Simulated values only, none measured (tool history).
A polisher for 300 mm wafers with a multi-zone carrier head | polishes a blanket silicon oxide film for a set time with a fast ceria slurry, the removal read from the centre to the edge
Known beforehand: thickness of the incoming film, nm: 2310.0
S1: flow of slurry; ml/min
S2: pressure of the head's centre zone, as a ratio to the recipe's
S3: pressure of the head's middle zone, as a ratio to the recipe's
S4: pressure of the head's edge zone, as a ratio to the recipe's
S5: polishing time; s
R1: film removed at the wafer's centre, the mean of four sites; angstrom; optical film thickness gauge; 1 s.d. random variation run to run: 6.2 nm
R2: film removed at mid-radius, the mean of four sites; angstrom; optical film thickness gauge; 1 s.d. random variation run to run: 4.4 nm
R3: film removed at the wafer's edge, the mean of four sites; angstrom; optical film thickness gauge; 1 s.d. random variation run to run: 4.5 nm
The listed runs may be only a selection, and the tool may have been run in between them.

{"run": 1, "hour": 0.0, "S1": 210, "S2": 1, "S3": 1, "S4": 1, "S5": 37, "R1": 4170.7, "R2": 4168.7, "R3": 4291.8}
{"run": 2, "hour": 2.6, "S1": 215, "S2": 1, "S3": 1.02, "S4": 1.01, "S5": 37, "R1": 4059.8, "R2": 4173.5, "R3": 4208.9}
{"run": 3, "hour": 11.0, "S1": 215, "S2": 1, "S3": 1.03, "S4": 1.01, "S5": 38, "R1": 4181.1, "R2": 4330.6, "R3": 4479.3}
{"run": 4, "hour": 15.2, "S1": 215, "S2": 1, "S3": 1.03, "S4": 0.96, "S5": 38, "R1": 4146.6, "R2": 4375.9, "R3": 4337}
{"run": 5, "hour": 16.3, "S1": 215, "S2": 1, "S3": 1.03, "S4": 0.96, "S5": 31, "R1": 3411.2, "R2": 3551.7, "R3": 3493.1}
{"run": 6, "hour": 23.8, "S1": 215, "S2": 1.04, "S3": 1.03, "S4": 0.96, "S5": 31, "R1": 3482.2, "R2": 3538.7, "R3": 3460.6}
{"run": 7, "hour": 29.0, "S1": 220, "S2": 1.04, "S3": 1.05, "S4": 0.97, "S5": 32, "R1": 3649.5, "R2": 3766.7, "R3": 3624.2}

What will run 8 give?
{"run": 8, "hour": 30.6, "S1": 225, "S2": 1.04, "S3": 1.07, "S4": 0.99, "S5": 33, "R1": "?", "R2": "?", "R3": "?"}

R1: 3779.5 angstrom
R2: 3938.7 angstrom
R3: 3818.2 angstrom
